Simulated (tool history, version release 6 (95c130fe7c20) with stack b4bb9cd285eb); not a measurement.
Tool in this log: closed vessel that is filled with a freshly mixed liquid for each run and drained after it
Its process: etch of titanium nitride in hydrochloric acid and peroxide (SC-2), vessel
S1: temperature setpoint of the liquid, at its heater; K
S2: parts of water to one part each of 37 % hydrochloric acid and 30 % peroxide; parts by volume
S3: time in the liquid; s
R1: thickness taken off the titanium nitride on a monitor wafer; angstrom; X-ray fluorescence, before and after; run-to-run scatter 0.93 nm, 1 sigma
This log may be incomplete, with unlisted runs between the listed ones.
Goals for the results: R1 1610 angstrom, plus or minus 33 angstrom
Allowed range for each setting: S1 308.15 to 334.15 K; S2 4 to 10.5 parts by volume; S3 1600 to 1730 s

run 1 day=0 | S1=318.15 S2=5.5 S3=1600 | R1=803.25
run 2 day=0.079 | S1=318.15 S2=5.5 S3=1600 | R1=814.06
run 3 day=0.2 | S1=318.15 S2=5.5 S3=1730 | R1=876.42
run 4 day=0.292 | S1=318.15 S2=6.5 S3=1730 | R1=768.85
run 5 day=0.533 | S1=322.65 S2=6.5 S3=1730 | R1=1051.1
run 6 day=0.75 | S1=322.65 S2=6.5 S3=1600 | R1=969.21
run 7 day=0.988 | S1=323.65 S2=6.5 S3=1600 | R1=1044.3
run 8 day=1.342 | S1=324.65 S2=6.5 S3=1600 | R1=1116.4
run 9 day=1.675 | S1=325.65 S2=6.5 S3=1600 | R1=1186.6
run 10 day=2.046 | S1=326.15 S2=6.5 S3=1600 | R1=1229.7
run 11 day=2.379 | S1=326.65 S2=6.5 S3=1600 | R1=1270.5
run 12 day=2.6 | S1=327.15 S2=6.5 S3=1600 | R1=1307.9
run 13 day=2.758 | S1=327.65 S2=6.5 S3=1600 | R1=1355.5
run 14 day=3.062 | S1=328.15 S2=6.5 S3=1600 | R1=1388.5
run 15 day=3.267 | S1=328.65 S2=6.5 S3=1600 | R1=1442.4
run 16 day=3.475 | S1=329.15 S2=6.5 S3=1600 | R1=1487.9
run 17 day=3.754 | S1=329.65 S2=6.5 S3=1600 | R1=1544.7

Pick the move, out of 4, that brings all results within their allowed miss; only one does.
run A day=4.033 | S1=325.65 S2=4.5 S3=1650 | R1=?
run B day=4.033 | S1=329.15 S2=7 S3=1720 | R1=?
run C day=4.033 | S1=329.15 S2=7 S3=1730 | R1=?
run D day=4.033 | S1=329.15 S2=6.5 S3=1645 | R1=?

move=A R1=1608.1
move=B R1=1519.8
move=C R1=1528.6
move=D R1=1539
A: meets every target
B: moves away from the targets compared with the last run
C: moves away from the targets compared with the last run
D: moves away from the targets compared with the last run
A is the move that brings every result within its allowed miss.

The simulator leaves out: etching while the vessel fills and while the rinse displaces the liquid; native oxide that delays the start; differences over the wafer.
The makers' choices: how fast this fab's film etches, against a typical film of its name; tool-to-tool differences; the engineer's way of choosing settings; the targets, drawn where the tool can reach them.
